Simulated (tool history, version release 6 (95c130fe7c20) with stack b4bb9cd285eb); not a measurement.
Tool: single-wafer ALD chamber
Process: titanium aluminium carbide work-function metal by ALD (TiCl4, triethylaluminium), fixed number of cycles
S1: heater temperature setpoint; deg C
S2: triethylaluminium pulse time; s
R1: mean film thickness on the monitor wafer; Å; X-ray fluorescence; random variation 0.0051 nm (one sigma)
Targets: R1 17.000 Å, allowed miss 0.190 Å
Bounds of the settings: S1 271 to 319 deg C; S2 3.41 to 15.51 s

run	hour	S1	S2	R1
1	0.0	295	9.46	19.557
2	6.4	292	9.13	19.143
3	12.5	292	6.95	18.181
4	17.3	301	6.95	18.804
5	24.5	298	6.86	18.513
6	32.7	302	6.86	18.840
7	35.9	299	6.77	18.532
8	43.8	297	6.70	18.460
9	44.8	295	6.62	18.176
10	45.8	293	6.58	17.964
11	51.2	292	6.55	17.846
12	53.1	281	6.12	16.730
13	61.8	281	6.13	16.711
14	67.1	281	6.14	16.733

5 next moves are on the table. One of them brings every result within its allowed miss. Which?
A	72.4	285	6.07	?
B	72.4	278	6.30	?
C	72.4	279	5.96	?
D	72.4	273	6.42	?
E	72.4	280	5.88	?

move	R1
A	17.002
B	16.711
C	16.487
D	16.456
E	16.481
A: meets every target
B: further off than the last run
C: further off than the last run
D: further off than the last run
E: further off than the last run
Answer: A

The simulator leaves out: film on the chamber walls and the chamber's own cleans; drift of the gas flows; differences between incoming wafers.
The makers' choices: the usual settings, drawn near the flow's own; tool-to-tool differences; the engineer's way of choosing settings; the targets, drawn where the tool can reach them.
